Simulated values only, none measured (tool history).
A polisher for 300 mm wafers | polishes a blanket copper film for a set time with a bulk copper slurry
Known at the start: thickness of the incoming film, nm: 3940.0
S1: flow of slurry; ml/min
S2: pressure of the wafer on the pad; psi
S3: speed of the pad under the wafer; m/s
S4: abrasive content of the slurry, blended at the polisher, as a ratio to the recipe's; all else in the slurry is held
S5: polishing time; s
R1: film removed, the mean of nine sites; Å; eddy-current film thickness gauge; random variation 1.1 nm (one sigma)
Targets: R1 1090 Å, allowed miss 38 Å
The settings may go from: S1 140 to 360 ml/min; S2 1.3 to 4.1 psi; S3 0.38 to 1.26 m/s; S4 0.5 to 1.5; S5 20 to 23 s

run  hour   S1   S2    S3  S4  S5      R1
  1     0  230  2.7  0.82   1  23  1731.4
  2     5  230  2.7  1.02   1  23  2108.5
  3  13.6  230  2.4     1   1  23  1866.2
  4  18.4  200  2.4     1   1  23  1830.8
  5  24.6  200  2.2  0.98   1  23  1663.4
  6  32.6  200    2  0.96   1  23  1485.1
  7  37.4  195  1.3  0.94   1  23   953.5
  8  43.7  195  1.4  0.94   1  23  1033.1

Which of these 4 next moves meets every target?
  A    50  155  1.6  1.04  1.05  22   ?
  B    50  215  1.7  0.92  1.05  20   ?
  C    50  240  1.3  0.98  1.05  22   ?
  D    50  195  1.5  0.88  1.05  22   ?

move      R1
   A  1195.7
   B  1085.5
   C  995.78
   D  1003.6
A: takes the result that was furthest off past its target
B: meets every target
C: further off than the last run
D: further off than the last run
Move B is the one to make.
